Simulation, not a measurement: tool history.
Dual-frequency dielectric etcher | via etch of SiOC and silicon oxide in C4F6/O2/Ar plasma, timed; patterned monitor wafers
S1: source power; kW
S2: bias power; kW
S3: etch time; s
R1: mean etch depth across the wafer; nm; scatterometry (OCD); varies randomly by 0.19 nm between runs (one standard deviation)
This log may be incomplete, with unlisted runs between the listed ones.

run	hour	S1	S2	S3	R1
1	0	0.29	0.143	39	35.97
2	4.4	0.31	0.143	39	36.845
3	5.9	0.31	0.157	39	38.047
4	10	0.28	0.147	38.5	35.833
5	14.8	0.31	0.147	38.5	36.61
6	17.6	0.29	0.135	38	34.327

Run 7 is up next; what results do you expect?
# hour 20.9: source power generator calibrated
7	20.9	0.27	0.13	38	?

Run 7 yielded R1 32.44 nm.
